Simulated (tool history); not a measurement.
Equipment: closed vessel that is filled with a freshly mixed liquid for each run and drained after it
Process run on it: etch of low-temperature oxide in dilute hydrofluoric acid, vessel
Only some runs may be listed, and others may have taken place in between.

| run | hour | temperature setpoint of the liquid (K) | parts of water to one part of 49 % hydrofluoric acid (parts by volume) | time in the liquid (s) | thickness taken off the low-temperature oxide on a monitor wafer (nm) |
|---|---|---|---|---|---|
| 1 | 0.0 | 298.15 | 280 | 495 | 18.332 |
| 2 | 3.6 | 298.15 | 280 | 495 | 18.323 |
| 3 | 7.1 | 298.15 | 280 | 495 | 18.377 |
| 4 | 9.2 | 294.65 | 280 | 495 | 16.160 |
| 5 | 16.4 | 297.65 | 270 | 495 | 18.943 |
| 6 | 23.6 | 299.65 | 265 | 495 | 20.928 |
| 7 | 25.4 | 301.15 | 265 | 495 | 21.573 |
| 8 | 30.1 | 301.15 | 265 | 495 | 21.840 |
| 9 | 37.1 | 302.65 | 260 | 495 | 23.459 |

The next listed run, before its measurement:
| 10 | 39.6 | 303.65 | 260 | 495 | ? |

Run 10 gave thickness taken off the low-temperature oxide on a monitor wafer (nm) 24.604.
